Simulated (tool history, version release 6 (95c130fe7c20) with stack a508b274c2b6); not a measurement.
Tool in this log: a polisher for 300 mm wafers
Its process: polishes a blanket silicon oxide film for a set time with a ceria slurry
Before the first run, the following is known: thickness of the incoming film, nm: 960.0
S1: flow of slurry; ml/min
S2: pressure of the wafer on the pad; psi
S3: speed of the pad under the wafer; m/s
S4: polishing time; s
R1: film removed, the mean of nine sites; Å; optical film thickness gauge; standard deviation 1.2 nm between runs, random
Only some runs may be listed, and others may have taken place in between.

run  hour   S1   S2    S3  S4      R1
  1     0  260    4  1.42  30  2790.1
  2   6.7  260    4  1.42  28  2605.8
  3  12.7  260  3.6   1.4  28  2394.5
  4  14.8  260  3.6  1.66  28  2797.6
  5  19.4  260  3.6  1.66  30  2950.4
  6  25.7  215  3.6  1.66  30  2914.7
  7  32.3  215  3.3  1.58  30  2639.7
  8  37.7  215  3.1   1.5  30    2397
  9    45  215  2.9  1.44  30  2223.4
 10  48.3  215  2.7  1.38  30  2060.5
 11  53.3  215  2.6  1.32  30  1900.5
 12  58.7  215  2.5   1.3  30  1845.8
 13  66.6  215  2.4  1.28  30  1767.6

Estimate the outcome of run 14 from the log above:
 14  73.9  215  2.3  1.26  30   ?

{"run 14": {"R1": 1674.4}}
